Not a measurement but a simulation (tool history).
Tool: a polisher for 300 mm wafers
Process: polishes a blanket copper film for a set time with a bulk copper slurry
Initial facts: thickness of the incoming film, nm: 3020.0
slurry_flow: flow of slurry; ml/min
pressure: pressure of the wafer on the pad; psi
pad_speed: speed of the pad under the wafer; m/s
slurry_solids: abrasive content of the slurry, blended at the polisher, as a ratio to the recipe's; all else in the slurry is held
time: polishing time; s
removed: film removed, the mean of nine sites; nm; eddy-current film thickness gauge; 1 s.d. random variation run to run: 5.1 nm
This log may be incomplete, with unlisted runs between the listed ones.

| run | day | slurry_flow | pressure | pad_speed | slurry_solids | time | removed |
|---|---|---|---|---|---|---|---|
| 1 | 0 | 265 | 2.4 | 1.4 | 1 | 43 | 371.71 |
| 2 | 0.362 | 220 | 2.4 | 1.4 | 1 | 43 | 378.88 |
| 3 | 0.442 | 220 | 2.4 | 1.7 | 1 | 43 | 435.21 |
| 4 | 0.658 | 220 | 2.4 | 1.7 | 0.85 | 43 | 421.76 |
| 5 | 0.775 | 220 | 2.5 | 1.7 | 0.85 | 43 | 433.68 |
| 6 | 0.825 | 220 | 2.5 | 1.58 | 0.85 | 43 | 410.41 |
| 7 | 1.175 | 220 | 2.6 | 1.58 | 0.85 | 43 | 429.32 |

Predict the results of run 8:
| 8 | 1.258 | 220 | 2.7 | 1.58 | 0.85 | 43 | ? |

removed: 431.69 nm
